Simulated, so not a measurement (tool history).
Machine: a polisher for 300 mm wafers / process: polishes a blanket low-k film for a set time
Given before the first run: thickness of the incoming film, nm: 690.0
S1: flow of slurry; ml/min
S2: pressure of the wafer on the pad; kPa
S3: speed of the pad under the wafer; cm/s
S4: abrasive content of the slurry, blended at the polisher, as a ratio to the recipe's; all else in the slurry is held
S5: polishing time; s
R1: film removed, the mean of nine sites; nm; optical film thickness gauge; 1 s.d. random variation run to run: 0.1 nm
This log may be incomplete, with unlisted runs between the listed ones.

{"run": 1, "hour": 0.0, "S1": 195, "S2": 13.1, "S3": 130, "S4": 1.0, "S5": 42, "R1": 16.48}
{"run": 2, "hour": 1.1, "S1": 195, "S2": 11.7, "S3": 126, "S4": 1.0, "S5": 42, "R1": 15.065}
{"run": 3, "hour": 7.7, "S1": 195, "S2": 11.7, "S3": 126, "S4": 1.0, "S5": 38, "R1": 13.499}
{"run": 4, "hour": 11.0, "S1": 195, "S2": 11.7, "S3": 126, "S4": 1.15, "S5": 38, "R1": 14.512}
{"run": 5, "hour": 19.7, "S1": 195, "S2": 11.0, "S3": 120, "S4": 1.15, "S5": 38, "R1": 13.35}
{"run": 6, "hour": 23.7, "S1": 195, "S2": 14.5, "S3": 120, "S4": 1.15, "S5": 38, "R1": 15.767}
{"run": 7, "hour": 32.4, "S1": 195, "S2": 13.1, "S3": 114, "S4": 1.15, "S5": 38, "R1": 14.244}
{"run": 8, "hour": 37.1, "S1": 195, "S2": 11.7, "S3": 108, "S4": 1.15, "S5": 38, "R1": 12.619}
{"run": 9, "hour": 44.4, "S1": 195, "S2": 11.0, "S3": 104, "S4": 1.15, "S5": 38, "R1": 11.612}
{"run": 10, "hour": 53.0, "S1": 195, "S2": 10.3, "S3": 102, "S4": 1.15, "S5": 38, "R1": 11.145}
{"run": 11, "hour": 60.6, "S1": 195, "S2": 9.7, "S3": 100, "S4": 1.15, "S5": 38, "R1": 10.733}
{"run": 12, "hour": 66.6, "S1": 195, "S2": 9.0, "S3": 98, "S4": 1.15, "S5": 38, "R1": 10.121}
{"run": 13, "hour": 68.7, "S1": 195, "S2": 8.3, "S3": 96, "S4": 1.15, "S5": 38, "R1": 9.4931}

Expected results for the next run?
{"run": 14, "hour": 70.4, "S1": 195, "S2": 7.6, "S3": 96, "S4": 1.15, "S5": 38, "R1": "?"}

R1: 9.2527 nm
